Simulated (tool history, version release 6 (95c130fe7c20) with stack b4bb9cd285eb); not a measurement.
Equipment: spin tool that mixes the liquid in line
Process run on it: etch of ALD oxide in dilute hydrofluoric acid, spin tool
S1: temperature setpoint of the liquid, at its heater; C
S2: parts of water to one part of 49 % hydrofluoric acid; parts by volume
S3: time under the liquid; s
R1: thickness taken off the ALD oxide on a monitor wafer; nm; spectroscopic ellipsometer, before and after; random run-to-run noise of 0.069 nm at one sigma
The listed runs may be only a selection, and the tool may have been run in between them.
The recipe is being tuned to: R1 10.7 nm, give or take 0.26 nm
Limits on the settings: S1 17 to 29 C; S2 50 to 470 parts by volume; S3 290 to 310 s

run,hour,S1,S2,S3,R1
1,0,21,260,290,8.2106
2,4.2,19.5,260,290,7.7721
3,11,22.5,260,290,8.7357
4,18.9,23.5,260,290,9.1217
5,23.5,24,260,290,9.3369
6,25.8,21,260,290,8.213
7,28.9,22,260,290,8.5466
8,35.3,26,255,290,10.118

Which single option among these 4 for the next run brings every result within its allowed miss of target? Just one does.
A,41.7,27,265,310,?
B,41.7,27.5,270,290,?
C,41.7,25.5,275,310,?
D,41.7,29,300,310,?

move,R1
A,10.607
B,9.8527
C,9.6055
D,9.6468
A: in spec on every target
B: the biggest miss grows against the last run
C: the biggest miss grows against the last run
D: the biggest miss grows against the last run
So the answer is move A, the one that meets all the targets.

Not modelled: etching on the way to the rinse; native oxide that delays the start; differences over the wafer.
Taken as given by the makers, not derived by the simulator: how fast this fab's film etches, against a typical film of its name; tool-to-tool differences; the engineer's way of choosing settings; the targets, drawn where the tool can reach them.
